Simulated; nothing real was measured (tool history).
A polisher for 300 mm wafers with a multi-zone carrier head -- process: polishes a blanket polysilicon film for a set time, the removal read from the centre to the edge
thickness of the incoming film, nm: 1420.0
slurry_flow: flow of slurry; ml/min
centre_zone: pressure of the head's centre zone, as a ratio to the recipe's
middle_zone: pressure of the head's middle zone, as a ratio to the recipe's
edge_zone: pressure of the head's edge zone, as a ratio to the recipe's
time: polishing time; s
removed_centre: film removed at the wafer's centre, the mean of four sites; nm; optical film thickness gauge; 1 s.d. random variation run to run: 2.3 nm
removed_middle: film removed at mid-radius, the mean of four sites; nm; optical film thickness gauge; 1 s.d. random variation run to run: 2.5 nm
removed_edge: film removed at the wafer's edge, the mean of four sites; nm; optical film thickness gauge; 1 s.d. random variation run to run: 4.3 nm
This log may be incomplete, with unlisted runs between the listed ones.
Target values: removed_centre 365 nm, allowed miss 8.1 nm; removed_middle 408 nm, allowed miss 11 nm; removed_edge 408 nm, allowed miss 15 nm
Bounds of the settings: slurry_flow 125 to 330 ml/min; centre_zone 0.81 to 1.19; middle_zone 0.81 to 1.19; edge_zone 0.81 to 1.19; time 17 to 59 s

| run | hour | slurry_flow | centre_zone | middle_zone | edge_zone | time | removed_centre | removed_middle | removed_edge |
|---|---|---|---|---|---|---|---|---|---|
| 1 | 0 | 210 | 1 | 1 | 1 | 38 | 359.56 | 346.75 | 367.28 |
| 2 | 2.6 | 210 | 1 | 0.97 | 1 | 38 | 355.16 | 335.07 | 364.76 |
| 3 | 5.5 | 210 | 1 | 0.9 | 1 | 38 | 360.73 | 315.86 | 356.73 |
| 4 | 10.7 | 210 | 1.03 | 0.9 | 1 | 38 | 365.54 | 316.8 | 357.35 |
|  | 13.1 | slurry nozzle cleaned |
| 5 | 13.1 | 235 | 1 | 0.98 | 1.02 | 38 | 380.28 | 360.48 | 374.11 |
| 6 | 21.1 | 230 | 0.97 | 1.01 | 1.06 | 38 | 365.94 | 365.79 | 385.91 |
| 7 | 24.7 | 235 | 0.95 | 1.04 | 1.07 | 38 | 357.91 | 377.07 | 387.8 |
| 8 | 28 | 245 | 0.94 | 1.05 | 1.09 | 38 | 360.29 | 382.38 | 393.67 |
| 9 | 34.6 | 250 | 0.93 | 1.07 | 1.1 | 38 | 355.01 | 387.31 | 392.22 |
| 10 | 39.5 | 260 | 0.93 | 1.08 | 1.12 | 38 | 358.78 | 396.93 | 400.51 |
| 11 | 44.9 | 265 | 0.93 | 1.08 | 1.13 | 38 | 356.24 | 396.78 | 400.06 |
| 12 | 45.5 | 270 | 0.93 | 1.08 | 1.14 | 38 | 356.15 | 394.16 | 400.49 |
| 13 | 50.4 | 275 | 0.93 | 1.09 | 1.15 | 38 | 353.3 | 398.52 | 415.32 |

Exactly one of the 4 candidate moves below puts every result within its allowed miss. Which one?
| A | 55.3 | 280 | 0.93 | 1.09 | 1.19 | 37 | ? | ? | ? |
| B | 55.3 | 260 | 0.92 | 1.08 | 1.15 | 38 | ? | ? | ? |
| C | 55.3 | 280 | 0.91 | 1.06 | 1.07 | 40 | ? | ? | ? |
| D | 55.3 | 300 | 0.92 | 1.09 | 1.19 | 40 | ? | ? | ? |

| move | removed_centre | removed_middle | removed_edge |
|---|---|---|---|
| A | 349.98 | 388.43 | 410.99 |
| B | 353.26 | 393.58 | 412.92 |
| C | 370.07 | 410.16 | 420.94 |
| D | 376.43 | 422.15 | 446.07 |
A: further off than the last run
B: no better and no worse than the last run
C: meets every target
D: takes the biggest miss from the last run beyond its target
Answer: C

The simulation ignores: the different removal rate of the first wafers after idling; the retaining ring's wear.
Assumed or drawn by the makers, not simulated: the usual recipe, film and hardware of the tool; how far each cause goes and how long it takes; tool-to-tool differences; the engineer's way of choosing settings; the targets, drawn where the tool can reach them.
